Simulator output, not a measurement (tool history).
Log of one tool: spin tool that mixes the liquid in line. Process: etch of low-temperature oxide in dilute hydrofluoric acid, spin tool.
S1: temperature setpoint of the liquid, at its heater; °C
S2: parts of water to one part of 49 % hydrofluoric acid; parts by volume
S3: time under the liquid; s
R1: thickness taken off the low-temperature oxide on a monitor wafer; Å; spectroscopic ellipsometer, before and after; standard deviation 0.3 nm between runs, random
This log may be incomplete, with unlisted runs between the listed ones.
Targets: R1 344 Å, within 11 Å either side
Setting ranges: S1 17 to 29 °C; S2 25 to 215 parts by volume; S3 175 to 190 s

{"run": 1, "hour": 0.0, "S1": 21, "S2": 120, "S3": 175, "R1": 280.54}
{"run": 2, "hour": 3.6, "S1": 22.5, "S2": 120, "S3": 175, "R1": 295.29}
{"run": 3, "hour": 7.9, "S1": 20, "S2": 120, "S3": 175, "R1": 269.68}
{"run": 4, "hour": 15.7, "S1": 18, "S2": 120, "S3": 175, "R1": 248.61}
{"run": 5, "hour": 16.3, "S1": 20.5, "S2": 120, "S3": 175, "R1": 276.55}
{"run": 6, "hour": 24.2, "S1": 22, "S2": 120, "S3": 175, "R1": 293.41}
{"run": 7, "hour": 27.7, "S1": 22, "S2": 120, "S3": 175, "R1": 292.73}
{"run": 8, "hour": 30.0, "S1": 23, "S2": 120, "S3": 175, "R1": 299.69}
{"run": 9, "hour": 30.5, "S1": 24, "S2": 120, "S3": 175, "R1": 311.56}

Which of these 4 next moves meets every target?
{"run": "A", "hour": 31.0, "S1": 20, "S2": 105, "S3": 190, "R1": "?"}
{"run": "B", "hour": 31.0, "S1": 24.5, "S2": 130, "S3": 175, "R1": "?"}
{"run": "C", "hour": 31.0, "S1": 23.5, "S2": 115, "S3": 175, "R1": "?"}
{"run": "D", "hour": 31.0, "S1": 23.5, "S2": 120, "S3": 180, "R1": "?"}

move=A R1=338.11
move=B R1=291.07
move=C R1=322.6
move=D R1=316.04
A: in spec on every target
B: further off than the last run
C: better than the last run, though not everything is in spec
D: better than the last run, though not everything is in spec
Move A is the one to make.

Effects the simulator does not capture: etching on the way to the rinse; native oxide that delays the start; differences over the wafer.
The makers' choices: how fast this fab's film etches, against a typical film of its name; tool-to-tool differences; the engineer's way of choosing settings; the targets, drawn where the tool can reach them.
